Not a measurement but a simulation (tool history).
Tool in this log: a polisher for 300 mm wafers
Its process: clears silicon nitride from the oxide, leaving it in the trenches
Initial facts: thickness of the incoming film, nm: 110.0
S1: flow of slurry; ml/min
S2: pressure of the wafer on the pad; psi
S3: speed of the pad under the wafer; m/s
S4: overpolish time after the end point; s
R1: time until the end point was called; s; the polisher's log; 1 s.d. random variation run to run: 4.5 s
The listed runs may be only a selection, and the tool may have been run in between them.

| run | hour | S1 | S2 | S3 | S4 | R1 |
|---|---|---|---|---|---|---|
| 1 | 0 | 175 | 2.3 | 1 | 7 | 172.94 |
| 2 | 7 | 175 | 2.3 | 1 | 7 | 174.45 |
| 3 | 8.5 | 175 | 2.3 | 1 | 6 | 174.61 |
| 4 | 15.6 | 175 | 2.3 | 1 | 6 | 170.99 |
| 5 | 20.6 | 175 | 2.1 | 0.98 | 6 | 195.14 |
| 6 | 28.9 | 175 | 2.1 | 1.14 | 6 | 167.14 |
| 7 | 35.5 | 175 | 1.9 | 1.12 | 6 | 188.53 |
| 8 | 40.2 | 175 | 1.8 | 1.1 | 6 | 201.78 |
| 9 | 48.4 | 175 | 1.7 | 1.08 | 6 | 216.45 |

What will run 10 give?
| 10 | 54.7 | 175 | 1.6 | 1.06 | 6 | ? |

{"run 10": {"R1": 232.49}}
